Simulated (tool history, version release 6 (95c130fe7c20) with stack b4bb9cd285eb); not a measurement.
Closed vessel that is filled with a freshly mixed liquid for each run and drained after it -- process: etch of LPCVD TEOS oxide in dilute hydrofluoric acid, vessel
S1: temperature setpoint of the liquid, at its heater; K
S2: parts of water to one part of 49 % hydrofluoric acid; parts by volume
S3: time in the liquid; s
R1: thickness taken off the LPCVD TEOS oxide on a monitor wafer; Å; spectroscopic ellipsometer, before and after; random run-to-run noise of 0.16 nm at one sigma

run  hour      S1   S2  S3      R1
  1     0  296.15   85  30  111.14
  2   1.2  298.65   75  30  140.56
  3   8.7  297.15   75  30  130.65
  4  15.3  297.15   95  30  101.85
  5  20.2  299.15   80  30  133.45
  6  24.3  299.15  100  30  103.78
  7  29.3  300.65   85  30  133.62
  8  30.3  301.65   75  30  156.54
  9  39.2  302.65   65  30  194.02
 10  39.9  303.15   60  30  215.83

What does the tool deliver on the next run?
 11    46  303.65  60  30   ?

{"run 11": {"R1": 217.68}}
